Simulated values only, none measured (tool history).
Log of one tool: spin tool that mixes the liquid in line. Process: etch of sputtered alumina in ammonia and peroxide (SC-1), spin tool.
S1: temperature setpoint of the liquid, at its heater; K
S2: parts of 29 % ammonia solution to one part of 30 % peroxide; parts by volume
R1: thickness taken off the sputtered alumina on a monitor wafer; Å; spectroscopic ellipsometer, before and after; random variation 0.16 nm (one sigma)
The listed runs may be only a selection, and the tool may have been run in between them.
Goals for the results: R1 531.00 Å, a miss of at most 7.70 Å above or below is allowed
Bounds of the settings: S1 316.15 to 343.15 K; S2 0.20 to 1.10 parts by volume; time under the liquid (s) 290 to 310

{"run": 1, "hour": 0.0, "S1": 332.15, "S2": 0.6, "time under the liquid (s)": 290, "R1": 325.68}
{"run": 2, "hour": 1.2, "S1": 332.15, "S2": 0.6, "time under the liquid (s)": 310, "R1": 352.36}
{"run": 3, "hour": 3.0, "S1": 325.65, "S2": 0.6, "time under the liquid (s)": 310, "R1": 248.13}
{"run": 4, "hour": 7.4, "S1": 320.65, "S2": 0.6, "time under the liquid (s)": 310, "R1": 188.75}
{"run": 5, "hour": 10.3, "S1": 316.15, "S2": 0.6, "time under the liquid (s)": 310, "R1": 145.53}
{"run": 6, "hour": 14.9, "S1": 321.65, "S2": 0.6, "time under the liquid (s)": 310, "R1": 198.55}
{"run": 7, "hour": 22.9, "S1": 329.65, "S2": 0.6, "time under the liquid (s)": 310, "R1": 306.56}
{"run": 8, "hour": 25.5, "S1": 332.15, "S2": 0.6, "time under the liquid (s)": 310, "R1": 350.49}
{"run": 9, "hour": 27.1, "S1": 334.15, "S2": 0.6, "time under the liquid (s)": 310, "R1": 388.11}
{"run": 10, "hour": 34.8, "S1": 341.65, "S2": 0.6, "time under the liquid (s)": 310, "R1": 564.02}
{"run": 11, "hour": 39.0, "S1": 341.15, "S2": 0.6, "time under the liquid (s)": 310, "R1": 551.27}

5 next moves are on the table. One of them brings every result within its allowed miss. Which?
{"run": "A", "hour": 43.2, "S1": 342.65, "S2": 0.65, "time under the liquid (s)": 300, "R1": "?"}
{"run": "B", "hour": 43.2, "S1": 339.65, "S2": 0.6, "time under the liquid (s)": 310, "R1": "?"}
{"run": "C", "hour": 43.2, "S1": 341.65, "S2": 0.45, "time under the liquid (s)": 310, "R1": "?"}
{"run": "D", "hour": 43.2, "S1": 341.15, "S2": 0.65, "time under the liquid (s)": 310, "R1": "?"}
{"run": "E", "hour": 43.2, "S1": 341.65, "S2": 0.3, "time under the liquid (s)": 310, "R1": "?"}

move=A R1=575.89
move=B R1=510.42
move=C R1=547.71
move=D R1=553.42
move=E R1=527.15
A: its largest miss is bigger than the last run's
B: carries the result that was furthest off beyond its target, to the other side
C: nearer the targets than the last run, but a result is still out of spec
D: its largest miss is bigger than the last run's
E: every result lands within tolerance
E meets every target.
